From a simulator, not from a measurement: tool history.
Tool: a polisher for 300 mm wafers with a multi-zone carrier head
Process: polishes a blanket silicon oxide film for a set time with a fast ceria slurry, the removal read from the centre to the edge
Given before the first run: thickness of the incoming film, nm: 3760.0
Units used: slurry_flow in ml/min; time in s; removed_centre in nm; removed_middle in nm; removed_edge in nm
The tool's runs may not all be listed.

run	day	slurry_flow	centre_zone	middle_zone	edge_zone	time	removed_centre	removed_middle	removed_edge
1	0.000	230	1.00	1.00	1.00	58	1175.90	1185.00	1193.40
2	0.250	230	1.00	1.00	1.04	58	1189.40	1160.70	1206.80
3	0.504	230	1.00	1.00	0.98	58	1184.10	1145.40	1163.00
4	0.571	230	1.00	1.00	0.98	63	1269.60	1254.90	1273.80
5	0.700	215	0.95	1.02	0.98	55	1081.80	1117.00	1106.90
6	0.746	215	1.01	1.02	0.98	55	1139.60	1139.00	1095.20
7	0.829	200	0.96	1.05	1.02	47	904.44	988.18	939.69
8	0.896	175	0.86	1.07	1.00	32	539.31	665.70	618.08

Predict the results of run 9:
9	0.967	190	0.86	1.09	1.03	32	?	?	?

{"run 9": {"removed_centre": 539.45, "removed_middle": 669.87, "removed_edge": 657.37}}

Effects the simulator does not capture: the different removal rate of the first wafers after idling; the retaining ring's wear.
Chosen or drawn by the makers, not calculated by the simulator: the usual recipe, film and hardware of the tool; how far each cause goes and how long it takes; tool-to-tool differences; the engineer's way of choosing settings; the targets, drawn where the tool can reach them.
